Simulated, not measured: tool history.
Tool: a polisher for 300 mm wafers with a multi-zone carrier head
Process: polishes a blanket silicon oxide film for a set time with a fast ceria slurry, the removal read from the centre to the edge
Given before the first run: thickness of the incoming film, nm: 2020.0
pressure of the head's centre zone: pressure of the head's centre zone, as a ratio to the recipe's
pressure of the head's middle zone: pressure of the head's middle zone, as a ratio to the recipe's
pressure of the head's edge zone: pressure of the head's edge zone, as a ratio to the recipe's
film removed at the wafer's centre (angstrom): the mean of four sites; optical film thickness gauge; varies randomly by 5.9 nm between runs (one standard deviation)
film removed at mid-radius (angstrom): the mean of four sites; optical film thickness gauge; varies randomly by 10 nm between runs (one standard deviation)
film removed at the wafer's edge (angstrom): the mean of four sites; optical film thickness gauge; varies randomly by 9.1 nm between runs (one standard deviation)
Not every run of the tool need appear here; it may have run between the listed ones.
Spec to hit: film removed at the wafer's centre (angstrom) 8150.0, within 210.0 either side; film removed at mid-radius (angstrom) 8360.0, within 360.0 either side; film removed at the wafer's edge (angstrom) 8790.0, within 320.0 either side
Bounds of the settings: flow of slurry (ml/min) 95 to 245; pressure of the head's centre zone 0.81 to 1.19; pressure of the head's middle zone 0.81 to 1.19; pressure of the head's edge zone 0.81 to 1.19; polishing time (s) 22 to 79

run	hour	flow of slurry (ml/min)	pressure of the head's centre zone	pressure of the head's middle zone	pressure of the head's edge zone	polishing time (s)	film removed at the wafer's centre (angstrom)	film removed at mid-radius (angstrom)	film removed at the wafer's edge (angstrom)
1	0.0	155	1.00	1.00	1.00	50	7415.4	7244.0	7544.6
2	3.4	155	1.00	1.07	1.00	50	7587.0	7844.4	7353.6
3	11.7	155	1.03	1.07	1.00	50	7699.5	7957.4	7475.5
4	18.6	155	1.03	1.04	1.00	50	7623.3	7796.9	7477.1
5	22.5	155	1.03	1.04	0.94	50	7593.9	7720.2	7178.4
6	30.1	165	1.01	1.05	1.00	50	7740.1	7920.2	7557.4
7	38.6	170	1.00	1.05	1.04	50	7601.5	7921.6	7614.0
8	43.4	175	1.00	1.04	1.08	51	7884.2	7919.0	8008.8
9	49.2	175	1.00	1.04	1.08	51	7892.2	8073.8	7775.0
10	57.7	170	0.98	1.03	1.09	53	7989.1	8264.6	8145.8

5 candidate next runs follow, results not yet known. Just one meets every target within its allowed miss. Identify it.
A	66.2	200	1.04	1.11	0.96	49	?	?	?
B	66.2	190	1.16	1.15	1.01	47	?	?	?
C	66.2	160	0.84	0.98	1.08	59	?	?	?
D	66.2	160	0.95	0.99	1.12	54	?	?	?
E	66.2	160	0.94	0.97	1.08	57	?	?	?

move	film removed at the wafer's centre (angstrom)	film removed at mid-radius (angstrom)	film removed at the wafer's edge (angstrom)
A	8027.3	8325.3	7284.0
B	8358.2	8161.8	7112.9
C	7786.1	8683.2	9046.8
D	7863.8	8011.3	8432.7
E	8228.8	8313.2	8741.3
A: moves away from the targets compared with the last run
B: moves away from the targets compared with the last run
C: gets the furthest-off result to its target, but another result is out of tolerance
D: moves toward the targets from the last run without getting all of them in spec
E: every result within its allowed miss
Go with E: it meets all targets.

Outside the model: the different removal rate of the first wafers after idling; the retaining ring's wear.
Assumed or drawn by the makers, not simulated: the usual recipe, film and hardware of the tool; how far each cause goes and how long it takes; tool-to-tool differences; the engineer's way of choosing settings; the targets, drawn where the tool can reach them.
